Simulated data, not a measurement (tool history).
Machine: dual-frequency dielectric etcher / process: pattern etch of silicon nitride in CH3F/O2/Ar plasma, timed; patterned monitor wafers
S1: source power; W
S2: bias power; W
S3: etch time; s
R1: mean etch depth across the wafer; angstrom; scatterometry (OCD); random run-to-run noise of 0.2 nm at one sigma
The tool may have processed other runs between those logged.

{"run": 1, "hour": 0.0, "S1": 500, "S2": 87, "S3": 65, "R1": 519.93}
{"run": 2, "hour": 8.4, "S1": 500, "S2": 75, "S3": 65, "R1": 499.6}
{"run": 3, "hour": 17.3, "S1": 420, "S2": 75, "S3": 65, "R1": 442.21}
{"run": 4, "hour": 21.8, "S1": 420, "S2": 75, "S3": 65, "R1": 439.44}
{"hour": 24.9, "done": "source power generator calibrated"}
{"run": 5, "hour": 24.9, "S1": 420, "S2": 75, "S3": 68, "R1": 466.98}
{"run": 6, "hour": 30.3, "S1": 420, "S2": 88, "S3": 68, "R1": 498.32}

Expected results for the next run?
{"run": 7, "hour": 38.7, "S1": 390, "S2": 84, "S3": 68, "R1": "?"}

{"run 7": {"R1": 465.71}}

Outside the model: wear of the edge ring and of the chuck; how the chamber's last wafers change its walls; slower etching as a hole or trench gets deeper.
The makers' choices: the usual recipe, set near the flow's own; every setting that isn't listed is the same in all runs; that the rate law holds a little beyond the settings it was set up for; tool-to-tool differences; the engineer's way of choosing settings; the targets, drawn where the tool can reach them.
